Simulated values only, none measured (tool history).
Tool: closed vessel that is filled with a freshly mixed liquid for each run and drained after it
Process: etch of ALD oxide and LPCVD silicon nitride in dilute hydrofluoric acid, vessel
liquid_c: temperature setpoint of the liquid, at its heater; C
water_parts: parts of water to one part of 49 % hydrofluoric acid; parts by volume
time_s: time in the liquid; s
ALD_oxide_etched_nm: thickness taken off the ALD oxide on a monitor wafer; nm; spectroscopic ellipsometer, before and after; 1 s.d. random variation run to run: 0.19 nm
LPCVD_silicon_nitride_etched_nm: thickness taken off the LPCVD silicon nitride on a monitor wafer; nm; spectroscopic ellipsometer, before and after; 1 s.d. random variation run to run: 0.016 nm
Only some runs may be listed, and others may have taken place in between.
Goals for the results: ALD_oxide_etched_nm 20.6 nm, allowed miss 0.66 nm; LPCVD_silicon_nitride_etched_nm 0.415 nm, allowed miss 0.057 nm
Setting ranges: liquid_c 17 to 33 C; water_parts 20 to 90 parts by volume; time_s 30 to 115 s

run	hour	liquid_c	water_parts	time_s	ALD_oxide_etched_nm	LPCVD_silicon_nitride_etched_nm
1	0	25	50	60	28.286	0.5572
2	3.6	24	55	60	24.482	0.41705
3	10.4	25	60	60	23.355	0.4662
4	11	25	65	60	21.472	0.42652
5	12.8	25	65	40	14.369	0.29296
6	18.8	25.5	60	40	15.836	0.33394
7	27.5	25.5	55	40	17.372	0.33648
8	28.5	26	55	40	17.796	0.34512

5 candidate next runs follow, results not yet known. Just one meets every target within its allowed miss. Identify it.
A	29.5	20.5	45	35	?	?
B	29.5	31.5	80	40	?	?
C	29.5	33	60	30	?	?
D	29.5	24.5	45	30	?	?
E	29.5	28	40	30	?	?

move	ALD_oxide_etched_nm	LPCVD_silicon_nitride_etched_nm
A	15.412	0.24424
B	14.677	0.32732
C	16.028	0.35989
D	15.615	0.27518
E	20.399	0.38986
A: misses by more than the last run did
B: misses by more than the last run did
C: misses by more than the last run did
D: misses by more than the last run did
E: each result inside its tolerance
So the answer is move E, the one that meets all the targets.

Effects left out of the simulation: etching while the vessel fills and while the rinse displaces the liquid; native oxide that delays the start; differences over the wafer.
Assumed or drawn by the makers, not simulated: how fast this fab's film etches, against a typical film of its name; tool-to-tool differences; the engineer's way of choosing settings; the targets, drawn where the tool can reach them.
